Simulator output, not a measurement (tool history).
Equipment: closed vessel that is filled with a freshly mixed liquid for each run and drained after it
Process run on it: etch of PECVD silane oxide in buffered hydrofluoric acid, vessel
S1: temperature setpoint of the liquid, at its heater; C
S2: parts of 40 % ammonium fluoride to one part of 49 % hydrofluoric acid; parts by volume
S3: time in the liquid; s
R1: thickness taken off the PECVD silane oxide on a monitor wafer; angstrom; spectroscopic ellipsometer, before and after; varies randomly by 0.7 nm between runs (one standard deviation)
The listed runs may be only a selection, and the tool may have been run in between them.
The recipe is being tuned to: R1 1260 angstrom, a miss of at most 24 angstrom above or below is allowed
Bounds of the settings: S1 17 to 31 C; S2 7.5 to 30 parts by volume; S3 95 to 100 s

Run 1, hour 0: S1 23 C, S2 21 parts by volume, S3 95 s. Result: R1 1020.8 angstrom.
Run 2, hour 2.1: S1 23 C, S2 27 parts by volume, S3 95 s. Result: R1 849.62 angstrom.
Run 3, hour 3: S1 24 C, S2 27 parts by volume, S3 95 s. Result: R1 897.1 angstrom.
Run 4, hour 10.5: S1 26.5 C, S2 27 parts by volume, S3 95 s. Result: R1 1017.9 angstrom.
Run 5, hour 18.3: S1 26.5 C, S2 27 parts by volume, S3 100 s. Result: R1 1075 angstrom.
Run 6, hour 26.1: S1 24 C, S2 27 parts by volume, S3 100 s. Result: R1 937.95 angstrom.
Run 7, hour 34.8: S1 24.5 C, S2 27 parts by volume, S3 100 s. Result: R1 973 angstrom.
Run 8, hour 43.2: S1 25 C, S2 27 parts by volume, S3 100 s. Result: R1 1001.7 angstrom.
Run 9, hour 44.4: S1 25.5 C, S2 27 parts by volume, S3 100 s. Result: R1 1027.5 angstrom.
Run 10, hour 45.9: S1 26 C, S2 27 parts by volume, S3 100 s. Result: R1 1060.1 angstrom.
Run 11, hour 53.5: S1 26.5 C, S2 27 parts by volume, S3 100 s. Result: R1 1070.1 angstrom.
Run 12, hour 56.1: S1 27 C, S2 27 parts by volume, S3 100 s. Result: R1 1108.7 angstrom.
Run 13, hour 58.5: S1 27.5 C, S2 27 parts by volume, S3 100 s. Result: R1 1150.9 angstrom.
Run 14, hour 60.7: S1 28.5 C, S2 27 parts by volume, S3 100 s. Result: R1 1200.5 angstrom.

4 candidate next runs follow, results not yet known. Just one meets every target within its allowed miss. Identify it.
Run A, hour 62.9: S1 28.5 C, S2 23.5 parts by volume, S3 100 s. Result: R1 ?.
Run B, hour 62.9: S1 28.5 C, S2 24.5 parts by volume, S3 95 s. Result: R1 ?.
Run C, hour 62.9: S1 31 C, S2 29 parts by volume, S3 100 s. Result: R1 ?.
Run D, hour 62.9: S1 31 C, S2 28.5 parts by volume, S3 95 s. Result: R1 ?.

move      R1
   A  1325.8
   B    1224
   C  1311.8
   D    1261
A: carries the result that was furthest off beyond its target, to the other side
B: closer than the last run, but not yet in spec
C: carries the result that was furthest off beyond its target, to the other side
D: every result lands within tolerance
Go with D: it meets all targets.

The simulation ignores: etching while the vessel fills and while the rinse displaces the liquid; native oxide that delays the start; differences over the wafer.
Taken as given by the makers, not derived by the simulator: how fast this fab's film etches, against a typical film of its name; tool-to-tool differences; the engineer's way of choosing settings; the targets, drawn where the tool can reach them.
